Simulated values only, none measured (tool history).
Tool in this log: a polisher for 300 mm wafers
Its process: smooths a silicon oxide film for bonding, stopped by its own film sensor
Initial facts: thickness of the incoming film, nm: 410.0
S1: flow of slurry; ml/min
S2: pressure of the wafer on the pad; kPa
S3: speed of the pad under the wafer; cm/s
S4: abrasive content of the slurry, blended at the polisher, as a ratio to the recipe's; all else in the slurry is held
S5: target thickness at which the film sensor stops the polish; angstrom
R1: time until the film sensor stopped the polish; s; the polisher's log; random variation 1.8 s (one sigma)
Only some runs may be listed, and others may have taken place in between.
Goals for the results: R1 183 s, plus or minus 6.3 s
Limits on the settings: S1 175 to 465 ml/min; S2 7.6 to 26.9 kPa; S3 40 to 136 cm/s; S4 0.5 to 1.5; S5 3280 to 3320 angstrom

run	hour	S1	S2	S3	S4	S5	R1
1	0	295	17.2	88	1	3320	113.99
2	3.1	295	15.2	88	1	3320	130.65
3	4.4	295	15.2	88	1	3280	134.87
4	8.8	295	13.8	88	1	3280	152.2
5	14.8	295	16.5	88	1	3280	123.02
6	20.4	295	15.2	88	1	3280	134.28
7	28.8	295	13.8	88	1	3280	150.65
8	37.3	295	13.1	88	1	3280	155.42
9	40.6	295	12.4	88	1	3280	167.06
10	45	295	11.7	88	1	3280	173.69

Exercise: of the 4 proposed moves below, exactly one satisfies all targets within the stated allowed misses. Which move is it?
A	49.4	305	11.7	90	1.05	3280	?
B	49.4	280	11.7	90	0.8	3280	?
C	49.4	220	13.1	84	0.95	3320	?
D	49.4	320	9.7	114	1.15	3280	?

move	R1
A	167.03
B	183.48
C	161.81
D	160.96
A: the biggest miss grows against the last run
B: every result lands within tolerance
C: the biggest miss grows against the last run
D: the biggest miss grows against the last run
Go with B: it meets all targets.
